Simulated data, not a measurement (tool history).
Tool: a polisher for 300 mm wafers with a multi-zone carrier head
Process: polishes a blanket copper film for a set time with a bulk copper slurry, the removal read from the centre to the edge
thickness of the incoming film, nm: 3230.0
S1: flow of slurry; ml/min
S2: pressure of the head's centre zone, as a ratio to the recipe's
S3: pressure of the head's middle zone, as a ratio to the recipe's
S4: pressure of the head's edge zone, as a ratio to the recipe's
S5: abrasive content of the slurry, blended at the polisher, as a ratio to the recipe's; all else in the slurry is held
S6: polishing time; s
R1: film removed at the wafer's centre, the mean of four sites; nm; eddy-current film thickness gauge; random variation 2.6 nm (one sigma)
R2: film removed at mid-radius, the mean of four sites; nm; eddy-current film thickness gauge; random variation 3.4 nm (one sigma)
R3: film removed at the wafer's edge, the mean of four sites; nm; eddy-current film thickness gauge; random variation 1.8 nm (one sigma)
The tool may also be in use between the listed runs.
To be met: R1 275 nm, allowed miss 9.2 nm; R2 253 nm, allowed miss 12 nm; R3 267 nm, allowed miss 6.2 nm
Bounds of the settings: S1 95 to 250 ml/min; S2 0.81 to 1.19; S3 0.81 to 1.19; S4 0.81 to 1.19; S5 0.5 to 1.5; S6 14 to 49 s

Run 1, day 0: S1 160 ml/min, S2 1, S3 1, S4 1, S5 1, S6 31 s. Result: R1 361.42 nm, R2 356.84 nm, R3 361.97 nm.
Run 2, day 0.317: S1 180 ml/min, S2 1, S3 1, S4 1, S5 1, S6 31 s. Result: R1 359.37 nm, R2 360.78 nm, R3 365.76 nm.
Run 3, day 0.475: S1 195 ml/min, S2 1, S3 1, S4 1, S5 1, S6 31 s. Result: R1 372.49 nm, R2 364.85 nm, R3 376.11 nm.
Run 4, day 0.604: S1 195 ml/min, S2 1, S3 1, S4 1.07, S5 1, S6 31 s. Result: R1 368.06 nm, R2 360.33 nm, R3 381.5 nm.
Run 5, day 0.804: S1 195 ml/min, S2 1, S3 1, S4 1.07, S5 0.8, S6 31 s. Result: R1 352.7 nm, R2 349.77 nm, R3 367.19 nm.
Run 6, day 1.025: S1 180 ml/min, S2 1, S3 0.97, S4 1.03, S5 0.75, S6 30 s. Result: R1 333.44 nm, R2 329.3 nm, R3 345.35 nm.
Run 7, day 1.246: S1 170 ml/min, S2 1.01, S3 0.95, S4 1.01, S5 0.7, S6 29 s. Result: R1 317.14 nm, R2 300.15 nm, R3 320 nm.
Run 8, day 1.575: S1 160 ml/min, S2 1.01, S3 0.93, S4 0.98, S5 0.65, S6 29 s. Result: R1 308.16 nm, R2 293.52 nm, R3 308.27 nm.
Run 9, day 1.929: S1 150 ml/min, S2 1.01, S3 0.91, S4 0.95, S5 0.6, S6 29 s. Result: R1 297.17 nm, R2 274.45 nm, R3 294.8 nm.
Run 10, day 2.062: S1 140 ml/min, S2 1.01, S3 0.91, S4 0.93, S5 0.6, S6 29 s. Result: R1 293.31 nm, R2 271.66 nm, R3 285.88 nm.
Run 11, day 2.35: S1 135 ml/min, S2 1.01, S3 0.9, S4 0.92, S5 0.6, S6 29 s. Result: R1 295.94 nm, R2 274.88 nm, R3 284.16 nm.
Run 12, day 2.579: S1 130 ml/min, S2 1, S3 0.89, S4 0.91, S5 0.6, S6 29 s. Result: R1 287.06 nm, R2 261.88 nm, R3 281.35 nm.
Run 13, day 2.629: S1 125 ml/min, S2 1, S3 0.89, S4 0.9, S5 0.6, S6 29 s. Result: R1 282.47 nm, R2 261.09 nm, R3 278.37 nm.
Run 14, day 2.954: S1 120 ml/min, S2 1, S3 0.89, S4 0.89, S5 0.6, S6 29 s. Result: R1 279.35 nm, R2 262.22 nm, R3 275.19 nm.
Run 15, day 3.242: S1 105 ml/min, S2 1.01, S3 0.86, S4 0.86, S5 0.55, S6 29 s. Result: R1 266.66 nm, R2 241.29 nm, R3 260.25 nm.

5 next moves are on the table. One of them brings every result within its allowed miss. Which?
Run A, day 3.529: S1 95 ml/min, S2 1, S3 0.92, S4 0.81, S5 0.5, S6 30 s. Result: R1 ?, R2 ?, R3 ?.
Run B, day 3.529: S1 115 ml/min, S2 1.04, S3 0.93, S4 0.93, S5 0.65, S6 27 s. Result: R1 ?, R2 ?, R3 ?.
Run C, day 3.529: S1 100 ml/min, S2 0.92, S3 0.88, S4 0.81, S5 0.5, S6 32 s. Result: R1 ?, R2 ?, R3 ?.
Run D, day 3.529: S1 110 ml/min, S2 1.07, S3 0.85, S4 0.86, S5 0.55, S6 28 s. Result: R1 ?, R2 ?, R3 ?.
Run E, day 3.529: S1 105 ml/min, S2 0.95, S3 0.87, S4 0.86, S5 0.75, S6 27 s. Result: R1 ?, R2 ?, R3 ?.

move      R1      R2      R3
   A  258.26  245.68  249.81
   B  273.54  249.32  262.57
   C  258.65  259.46  269.82
   D  278.13  233.09  252.19
   E  248.75  239.17  255.98
A: further off than the last run
B: meets every target
C: brings the result that was furthest off to its target, and leaves another outside
D: further off than the last run
E: further off than the last run
Answer: B

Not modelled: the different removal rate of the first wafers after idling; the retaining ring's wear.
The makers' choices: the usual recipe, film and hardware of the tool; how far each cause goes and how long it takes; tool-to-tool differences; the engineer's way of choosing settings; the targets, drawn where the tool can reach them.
